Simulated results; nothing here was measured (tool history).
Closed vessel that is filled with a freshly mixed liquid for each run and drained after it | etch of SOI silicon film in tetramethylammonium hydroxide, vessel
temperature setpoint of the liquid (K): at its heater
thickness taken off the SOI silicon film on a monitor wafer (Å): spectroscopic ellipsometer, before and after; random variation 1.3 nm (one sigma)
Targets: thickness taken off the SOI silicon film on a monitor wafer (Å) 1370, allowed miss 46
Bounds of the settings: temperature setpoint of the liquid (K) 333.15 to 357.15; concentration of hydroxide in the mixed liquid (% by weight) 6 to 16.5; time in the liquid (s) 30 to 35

run  hour  temperature setpoint of the liquid (K)  concentration of hydroxide in the mixed liquid (% by weight)  time in the liquid (s)  thickness taken off the SOI silicon film on a monitor wafer (Å)
  1     0                                  346.15                                                            11                      35                                                           2340.3
  2   2.7                                  344.65                                                            11                      35                                                           2146.4
  3   3.7                                  343.15                                                            11                      35                                                           1980.3
  4     9                                  341.15                                                            11                      35                                                           1754.3
  5  12.8                                  340.15                                                            11                      35                                                           1650.7
  6  15.1                                  339.65                                                            11                      35                                                           1573.5
  7  21.9                                  339.15                                                            11                      35                                                           1567.4
  8  23.5                                  338.65                                                            11                      35                                                           1510.8
  9  31.5                                  338.15                                                            11                      35                                                           1457.2
 10  35.4                                  337.65                                                            11                      35                                                           1438.5

Which of these 5 next moves meets every target?
  A  39.3                                  339.15                                                            12                      35                                                                ?
  B  39.3                                  339.65                                                            13                      35                                                                ?
  C  39.3                                  338.15                                                          10.5                      35                                                                ?
  D  39.3                                  339.65                                                          11.5                      30                                                                ?
  E  39.3                                  338.65                                                          10.5                      35                                                                ?

move  thickness taken off the SOI silicon film on a monitor wafer (Å)
   A                                                           1492.9
   B                                                           1486.9
   C                                                           1475.6
   D                                                           1341.5
   E                                                           1521.5
A: further off than the last run
B: further off than the last run
C: further off than the last run
D: meets every target
E: further off than the last run
Answer: D

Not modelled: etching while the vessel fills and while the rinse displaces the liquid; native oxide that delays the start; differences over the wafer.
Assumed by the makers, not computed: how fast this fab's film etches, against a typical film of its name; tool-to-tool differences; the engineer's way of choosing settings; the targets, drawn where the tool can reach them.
